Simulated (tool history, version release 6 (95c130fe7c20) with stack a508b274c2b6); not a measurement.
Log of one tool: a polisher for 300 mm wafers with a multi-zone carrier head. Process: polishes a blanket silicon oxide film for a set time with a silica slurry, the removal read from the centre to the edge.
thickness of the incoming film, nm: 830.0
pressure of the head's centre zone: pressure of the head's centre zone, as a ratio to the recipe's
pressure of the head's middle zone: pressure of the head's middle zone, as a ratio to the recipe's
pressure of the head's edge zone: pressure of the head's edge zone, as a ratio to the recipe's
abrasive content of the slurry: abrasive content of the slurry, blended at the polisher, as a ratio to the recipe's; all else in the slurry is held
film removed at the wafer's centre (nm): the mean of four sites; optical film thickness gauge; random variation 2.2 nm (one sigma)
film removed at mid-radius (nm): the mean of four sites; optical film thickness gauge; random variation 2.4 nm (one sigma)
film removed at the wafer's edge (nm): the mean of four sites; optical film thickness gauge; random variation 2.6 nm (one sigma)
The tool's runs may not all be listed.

| run | hour | flow of slurry (ml/min) | pressure of the head's centre zone | pressure of the head's middle zone | pressure of the head's edge zone | abrasive content of the slurry | polishing time (s) | film removed at the wafer's centre (nm) | film removed at mid-radius (nm) | film removed at the wafer's edge (nm) |
|---|---|---|---|---|---|---|---|---|---|---|
| 1 | 0 | 225 | 1 | 1 | 1 | 1 | 33 | 155.42 | 150.03 | 151.3 |
| 2 | 1.8 | 225 | 1.02 | 1 | 1.02 | 1.05 | 33 | 161.12 | 152.11 | 155.53 |
| 3 | 7.1 | 225 | 1.02 | 1 | 1.07 | 1.05 | 33 | 159.48 | 152.47 | 158.96 |
| 4 | 12.6 | 225 | 1.02 | 1.08 | 1.07 | 1.05 | 33 | 157.92 | 165.16 | 158.26 |
| 5 | 19.9 | 225 | 1.02 | 1.11 | 1.07 | 1.05 | 33 | 159.81 | 168.37 | 160.1 |
| 6 | 23.1 | 225 | 1.04 | 1.09 | 1.08 | 1.1 | 33 | 164.81 | 170.15 | 161.45 |
| 7 | 27 | 230 | 1.05 | 1.06 | 1.09 | 1.15 | 33 | 170.56 | 165.87 | 163.05 |
| 8 | 28.5 | 230 | 1.05 | 1.04 | 1.1 | 1.2 | 34 | 175.15 | 173.07 | 176.35 |

Run 9 comes next. What will it give?
| 9 | 37.4 | 235 | 1.07 | 1.03 | 1.11 | 1.25 | 34 | ? | ? | ? |

Run 9 gave film removed at the wafer's centre (nm) 183.56, film removed at mid-radius (nm) 169.7, film removed at the wafer's edge (nm) 177.02.

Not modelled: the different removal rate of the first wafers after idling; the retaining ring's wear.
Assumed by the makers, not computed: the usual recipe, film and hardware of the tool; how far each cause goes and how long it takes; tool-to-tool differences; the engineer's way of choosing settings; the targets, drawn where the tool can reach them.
